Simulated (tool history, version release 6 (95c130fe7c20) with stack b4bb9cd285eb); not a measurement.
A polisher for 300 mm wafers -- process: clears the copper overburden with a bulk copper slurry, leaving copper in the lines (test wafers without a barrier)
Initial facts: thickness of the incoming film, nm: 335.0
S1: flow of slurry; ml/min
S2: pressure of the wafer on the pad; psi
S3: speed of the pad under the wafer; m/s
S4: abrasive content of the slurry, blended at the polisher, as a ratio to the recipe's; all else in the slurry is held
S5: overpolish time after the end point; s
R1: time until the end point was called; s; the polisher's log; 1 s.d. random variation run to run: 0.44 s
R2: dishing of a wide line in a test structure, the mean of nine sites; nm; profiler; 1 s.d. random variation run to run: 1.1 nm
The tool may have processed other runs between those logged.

{"run": 1, "day": 0.0, "S1": 270, "S2": 1.6, "S3": 0.9, "S4": 1, "S5": 20, "R1": 60.518, "R2": 61.008}
{"run": 2, "day": 0.275, "S1": 270, "S2": 1.6, "S3": 0.78, "S4": 1, "S5": 20, "R1": 70.777, "R2": 56.273}
{"run": 3, "day": 0.375, "S1": 335, "S2": 1.6, "S3": 0.78, "S4": 1, "S5": 20, "R1": 70.149, "R2": 56.726}
{"run": 4, "day": 0.742, "S1": 290, "S2": 1.6, "S3": 0.78, "S4": 1, "S5": 20, "R1": 69.614, "R2": 55.104}
{"run": 5, "day": 1.033, "S1": 345, "S2": 1.6, "S3": 0.78, "S4": 1, "S5": 20, "R1": 68.264, "R2": 56.186}
{"run": 6, "day": 1.367, "S1": 345, "S2": 1.4, "S3": 0.78, "S4": 1, "S5": 20, "R1": 77.098, "R2": 52.564}
{"run": 7, "day": 1.488, "S1": 345, "S2": 1.7, "S3": 0.84, "S4": 1, "S5": 20, "R1": 61.29, "R2": 60.948}
{"run": 8, "day": 1.604, "S1": 345, "S2": 1.9, "S3": 0.88, "S4": 1, "S5": 20, "R1": 54.157, "R2": 67.546}
{"run": 9, "day": 1.883, "S1": 345, "S2": 2.1, "S3": 0.94, "S4": 1, "S5": 20, "R1": 46.94, "R2": 76.238}
{"run": 10, "day": 2.158, "S1": 345, "S2": 2.2, "S3": 0.98, "S4": 1, "S5": 20, "R1": 43.062, "R2": 78.649}

Expected results for the next run?
{"run": 11, "day": 2.392, "S1": 345, "S2": 2.3, "S3": 1.02, "S4": 1, "S5": 20, "R1": "?", "R2": "?"}

For run 11 the tool returned R1 40.145 s, R2 82.418 nm.
